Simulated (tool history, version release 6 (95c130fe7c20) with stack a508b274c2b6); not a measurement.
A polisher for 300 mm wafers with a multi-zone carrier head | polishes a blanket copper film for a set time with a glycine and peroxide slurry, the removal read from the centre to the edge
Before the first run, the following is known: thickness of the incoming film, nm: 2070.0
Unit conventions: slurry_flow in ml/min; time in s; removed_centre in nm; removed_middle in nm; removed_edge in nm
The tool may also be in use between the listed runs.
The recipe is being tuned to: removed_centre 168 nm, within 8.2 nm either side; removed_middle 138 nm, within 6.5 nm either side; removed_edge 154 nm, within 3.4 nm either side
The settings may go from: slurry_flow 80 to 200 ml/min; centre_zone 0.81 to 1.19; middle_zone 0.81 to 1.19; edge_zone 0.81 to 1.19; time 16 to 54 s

{"run": 1, "hour": 0.0, "slurry_flow": 130, "centre_zone": 1, "middle_zone": 1, "edge_zone": 1, "time": 35, "removed_centre": 204.73, "removed_middle": 201.25, "removed_edge": 203.45}
{"run": 2, "hour": 2.6, "slurry_flow": 130, "centre_zone": 1, "middle_zone": 1, "edge_zone": 1, "time": 30, "removed_centre": 168.54, "removed_middle": 175.32, "removed_edge": 172.61}
{"run": 3, "hour": 8.4, "slurry_flow": 120, "centre_zone": 1.03, "middle_zone": 0.95, "edge_zone": 0.97, "time": 30, "removed_centre": 172.23, "removed_middle": 162.36, "removed_edge": 169.5}
{"run": 4, "hour": 10.8, "slurry_flow": 120, "centre_zone": 0.98, "middle_zone": 0.95, "edge_zone": 0.97, "time": 30, "removed_centre": 163.52, "removed_middle": 165.09, "removed_edge": 169.31}
{"run": 5, "hour": 12.7, "slurry_flow": 110, "centre_zone": 1.01, "middle_zone": 0.92, "edge_zone": 0.94, "time": 30, "removed_centre": 166.06, "removed_middle": 156.2, "removed_edge": 166.11}
{"run": 6, "hour": 17.3, "slurry_flow": 105, "centre_zone": 1.03, "middle_zone": 0.9, "edge_zone": 0.92, "time": 30, "removed_centre": 163.21, "removed_middle": 145.94, "removed_edge": 162.38}
{"run": 7, "hour": 21.8, "slurry_flow": 100, "centre_zone": 1.05, "middle_zone": 0.91, "edge_zone": 0.9, "time": 30, "removed_centre": 165.67, "removed_middle": 148.17, "removed_edge": 159.86}
{"run": 8, "hour": 30.6, "slurry_flow": 100, "centre_zone": 1.05, "middle_zone": 0.91, "edge_zone": 0.9, "time": 30, "removed_centre": 162.95, "removed_middle": 150.24, "removed_edge": 157.5}
{"run": 9, "hour": 33.0, "slurry_flow": 100, "centre_zone": 1.07, "middle_zone": 0.9, "edge_zone": 0.9, "time": 30, "removed_centre": 170.21, "removed_middle": 145.89, "removed_edge": 157.77}
{"run": 10, "hour": 34.3, "slurry_flow": 95, "centre_zone": 1.07, "middle_zone": 0.89, "edge_zone": 0.9, "time": 30, "removed_centre": 167.39, "removed_middle": 146.42, "removed_edge": 158.6}

5 candidate next runs follow, results not yet known. Just one meets every target within its allowed miss. Identify it.
{"run": "A", "hour": 35.6, "slurry_flow": 80, "centre_zone": 1.04, "middle_zone": 0.91, "edge_zone": 0.92, "time": 33, "removed_centre": "?", "removed_middle": "?", "removed_edge": "?"}
{"run": "B", "hour": 35.6, "slurry_flow": 80, "centre_zone": 1.03, "middle_zone": 0.9, "edge_zone": 0.99, "time": 32, "removed_centre": "?", "removed_middle": "?", "removed_edge": "?"}
{"run": "C", "hour": 35.6, "slurry_flow": 110, "centre_zone": 1.06, "middle_zone": 0.92, "edge_zone": 0.81, "time": 30, "removed_centre": "?", "removed_middle": "?", "removed_edge": "?"}
{"run": "D", "hour": 35.6, "slurry_flow": 85, "centre_zone": 1.16, "middle_zone": 0.91, "edge_zone": 0.98, "time": 29, "removed_centre": "?", "removed_middle": "?", "removed_edge": "?"}
{"run": "E", "hour": 35.6, "slurry_flow": 80, "centre_zone": 0.99, "middle_zone": 0.82, "edge_zone": 0.91, "time": 33, "removed_centre": "?", "removed_middle": "?", "removed_edge": "?"}

move=A removed_centre=169.32 removed_middle=153.05 removed_edge=169.09
move=B removed_centre=162.58 removed_middle=147.05 removed_edge=168.72
move=C removed_centre=175.04 removed_middle=154.31 removed_edge=156.2
move=D removed_centre=170.13 removed_middle=137.15 removed_edge=154.28
move=E removed_centre=160.97 removed_middle=140.51 removed_edge=168.59
A: the biggest miss grows against the last run
B: the biggest miss grows against the last run
C: brings the last run's worst result on target, with another outside its allowed miss
D: meets every target
E: the biggest miss grows against the last run
Correct choice: D, which meets every target
